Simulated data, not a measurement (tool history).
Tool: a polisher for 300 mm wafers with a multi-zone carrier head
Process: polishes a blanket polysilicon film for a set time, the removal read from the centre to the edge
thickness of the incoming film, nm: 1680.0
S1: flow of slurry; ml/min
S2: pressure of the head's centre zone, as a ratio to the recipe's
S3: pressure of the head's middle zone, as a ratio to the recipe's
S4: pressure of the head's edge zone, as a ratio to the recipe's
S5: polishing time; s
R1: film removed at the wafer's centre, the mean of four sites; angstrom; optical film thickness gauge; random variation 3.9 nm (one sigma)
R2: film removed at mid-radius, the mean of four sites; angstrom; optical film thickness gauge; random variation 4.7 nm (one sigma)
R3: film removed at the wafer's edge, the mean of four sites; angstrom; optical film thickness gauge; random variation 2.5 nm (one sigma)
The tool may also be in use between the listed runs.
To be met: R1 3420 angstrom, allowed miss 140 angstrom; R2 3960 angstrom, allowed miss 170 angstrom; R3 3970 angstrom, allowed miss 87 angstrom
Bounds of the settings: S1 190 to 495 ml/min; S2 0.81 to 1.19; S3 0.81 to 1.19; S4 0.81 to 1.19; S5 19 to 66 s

| run | hour | S1 | S2 | S3 | S4 | S5 | R1 | R2 | R3 |
|---|---|---|---|---|---|---|---|---|---|
| 1 | 0 | 320 | 1 | 1 | 1 | 42 | 3269.5 | 3242.6 | 3219.9 |
| 2 | 1.2 | 325 | 0.99 | 1.01 | 1.03 | 43 | 3275.1 | 3295.9 | 3332.8 |
| 3 | 3.1 | 325 | 0.98 | 1.03 | 1.05 | 44 | 3274.8 | 3529.1 | 3427.6 |
| 4 | 9.2 | 325 | 0.98 | 1.1 | 1.05 | 44 | 3373.9 | 3681.2 | 3476 |
| 5 | 11.2 | 290 | 0.98 | 1.1 | 1.05 | 44 | 3307.6 | 3587.7 | 3430.5 |
| 6 | 16.4 | 290 | 0.98 | 1.1 | 1.05 | 36 | 2611.4 | 2917.5 | 2803.7 |
| 7 | 18.4 | 295 | 0.98 | 1.1 | 1.07 | 38 | 2853.9 | 3073.5 | 2966.5 |
| 8 | 24.5 | 300 | 0.97 | 1.1 | 1.09 | 40 | 2944.6 | 3283 | 3145.4 |
| 9 | 27 | 300 | 0.96 | 1.09 | 1.1 | 41 | 3070.3 | 3364.8 | 3271.7 |
| 10 | 32.8 | 305 | 0.95 | 1.09 | 1.11 | 42 | 3075.5 | 3500.5 | 3362.6 |
| 11 | 37.2 | 305 | 0.94 | 1.08 | 1.12 | 43 | 3112.5 | 3497.3 | 3463.6 |
| 12 | 43.8 | 310 | 0.94 | 1.08 | 1.13 | 44 | 3199.9 | 3548.5 | 3554.7 |
| 13 | 48.4 | 315 | 0.94 | 1.08 | 1.14 | 44 | 3185.1 | 3587.5 | 3582.7 |
| 14 | 54.8 | 320 | 0.94 | 1.08 | 1.15 | 44 | 3164.8 | 3565.7 | 3569.1 |
| 15 | 62.9 | 320 | 0.94 | 1.08 | 1.15 | 45 | 3219.8 | 3708.6 | 3680.9 |
| 16 | 70.2 | 320 | 0.94 | 1.08 | 1.16 | 45 | 3258.7 | 3735.7 | 3692.9 |
| 17 | 75.7 | 330 | 0.93 | 1.07 | 1.18 | 46 | 3276 | 3739.4 | 3802.9 |

5 next moves are on the table. One of them brings every result within its allowed miss. Which?
| A | 81.2 | 330 | 0.88 | 1.03 | 1.07 | 50 | ? | ? | ? |
| B | 81.2 | 360 | 0.97 | 1.14 | 1.15 | 44 | ? | ? | ? |
| C | 81.2 | 280 | 0.97 | 1 | 1.16 | 48 | ? | ? | ? |
| D | 81.2 | 280 | 0.99 | 0.88 | 1.19 | 49 | ? | ? | ? |
| E | 81.2 | 350 | 0.95 | 1.19 | 1.11 | 45 | ? | ? | ? |

| move | R1 | R2 | R3 |
|---|---|---|---|
| A | 3420 | 3959.3 | 3983 |
| B | 3352 | 3828.1 | 3653 |
| C | 3551.7 | 3640.2 | 3932.5 |
| D | 3697.9 | 3339.1 | 4074.8 |
| E | 3348.9 | 4053.4 | 3659.3 |
A: meets every target
B: further off than the last run
C: brings the result that was furthest off to its target, and leaves another outside
D: takes the result that was furthest off past its target
E: further off than the last run
Answer: A

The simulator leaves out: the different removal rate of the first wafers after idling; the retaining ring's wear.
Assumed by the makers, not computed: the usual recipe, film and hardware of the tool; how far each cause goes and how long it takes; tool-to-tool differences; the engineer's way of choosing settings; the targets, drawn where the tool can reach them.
